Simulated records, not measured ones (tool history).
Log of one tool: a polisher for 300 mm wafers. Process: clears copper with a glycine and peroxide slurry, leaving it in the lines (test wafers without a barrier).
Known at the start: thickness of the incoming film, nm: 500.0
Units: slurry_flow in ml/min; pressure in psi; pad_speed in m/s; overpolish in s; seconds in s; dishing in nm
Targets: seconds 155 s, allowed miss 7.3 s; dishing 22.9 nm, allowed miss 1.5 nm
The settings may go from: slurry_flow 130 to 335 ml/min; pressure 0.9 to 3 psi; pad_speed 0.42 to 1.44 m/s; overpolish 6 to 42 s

Run 1, hour 0: slurry_flow 215 ml/min, pressure 1.9 psi, pad_speed 0.92 m/s, overpolish 21 s. Result: seconds 166.43 s, dishing 43.315 nm.
Run 2, hour 5.8: slurry_flow 210 ml/min, pressure 1.8 psi, pad_speed 0.96 m/s, overpolish 18 s. Result: seconds 163.71 s, dishing 38.722 nm.
Run 3, hour 7.2: slurry_flow 210 ml/min, pressure 2.1 psi, pad_speed 0.96 m/s, overpolish 18 s. Result: seconds 146.99 s, dishing 41.734 nm.
Run 4, hour 8.6: slurry_flow 210 ml/min, pressure 2.1 psi, pad_speed 0.96 m/s, overpolish 23 s. Result: seconds 146.32 s, dishing 50.434 nm.
Run 5, hour 16.1: slurry_flow 210 ml/min, pressure 2.1 psi, pad_speed 1.08 m/s, overpolish 23 s. Result: seconds 135.11 s, dishing 54.054 nm.
Run 6, hour 22.7: slurry_flow 210 ml/min, pressure 2.1 psi, pad_speed 1.08 m/s, overpolish 28 s. Result: seconds 134.07 s, dishing 60.869 nm.
Run 7, hour 27.9: slurry_flow 195 ml/min, pressure 1.9 psi, pad_speed 1.16 m/s, overpolish 24 s. Result: seconds 137.97 s, dishing 54.514 nm.
Run 8, hour 36.4: slurry_flow 220 ml/min, pressure 1.9 psi, pad_speed 1.12 m/s, overpolish 20 s. Result: seconds 140.36 s, dishing 47.509 nm.
Run 9, hour 45: slurry_flow 200 ml/min, pressure 2 psi, pad_speed 1.06 m/s, overpolish 17 s. Result: seconds 143.66 s, dishing 42.716 nm.
Run 10, hour 51.2: slurry_flow 225 ml/min, pressure 2 psi, pad_speed 1.02 m/s, overpolish 15 s. Result: seconds 145.59 s, dishing 36.991 nm.
Run 11, hour 55.9: slurry_flow 240 ml/min, pressure 2 psi, pad_speed 1.02 m/s, overpolish 13 s. Result: seconds 147.2 s, dishing 33.793 nm.
Run 12, hour 64.5: slurry_flow 255 ml/min, pressure 2 psi, pad_speed 1.02 m/s, overpolish 12 s. Result: seconds 140.98 s, dishing 30.891 nm.
Run 13, hour 65.5: slurry_flow 280 ml/min, pressure 1.6 psi, pad_speed 1.02 m/s, overpolish 7 s. Result: seconds 163.04 s, dishing 16.774 nm.
Run 14, hour 67.7: slurry_flow 280 ml/min, pressure 1.6 psi, pad_speed 1.02 m/s, overpolish 7 s. Result: seconds 169.21 s, dishing 16.802 nm.
Run 15, hour 73.3: slurry_flow 270 ml/min, pressure 1.6 psi, pad_speed 1.02 m/s, overpolish 7 s. Result: seconds 162.9 s, dishing 17.012 nm.
Run 16, hour 75.7: slurry_flow 275 ml/min, pressure 1.8 psi, pad_speed 1.02 m/s, overpolish 15 s. Result: seconds 157.4 s, dishing 34.541 nm.
Run 17, hour 77.9: slurry_flow 260 ml/min, pressure 1.8 psi, pad_speed 1.04 m/s, overpolish 15 s. Result: seconds 152.32 s, dishing 36.101 nm.

5 next moves are on the table. One of them brings every result within its allowed miss. Which?
Run A, hour 80.1: slurry_flow 250 ml/min, pressure 1.7 psi, pad_speed 1.06 m/s, overpolish 8 s. Result: seconds ?, dishing ?.
Run B, hour 80.1: slurry_flow 300 ml/min, pressure 1.6 psi, pad_speed 0.9 m/s, overpolish 9 s. Result: seconds ?, dishing ?.
Run C, hour 80.1: slurry_flow 225 ml/min, pressure 1.9 psi, pad_speed 1.18 m/s, overpolish 10 s. Result: seconds ?, dishing ?.
Run D, hour 80.1: slurry_flow 255 ml/min, pressure 1.9 psi, pad_speed 0.96 m/s, overpolish 9 s. Result: seconds ?, dishing ?.
Run E, hour 80.1: slurry_flow 240 ml/min, pressure 1.7 psi, pad_speed 1.06 m/s, overpolish 11 s. Result: seconds ?, dishing ?.

move  seconds  dishing
   A    154.8   20.383
   B   179.36    19.87
   C   132.64   28.478
   D   154.05   22.864
   E   155.29   26.925
A: takes the result that was furthest off past its target
B: takes the result that was furthest off past its target
C: nearer than the last run, and not there yet
D: meets every target
E: nearer than the last run, and not there yet
Move D is the one to make.

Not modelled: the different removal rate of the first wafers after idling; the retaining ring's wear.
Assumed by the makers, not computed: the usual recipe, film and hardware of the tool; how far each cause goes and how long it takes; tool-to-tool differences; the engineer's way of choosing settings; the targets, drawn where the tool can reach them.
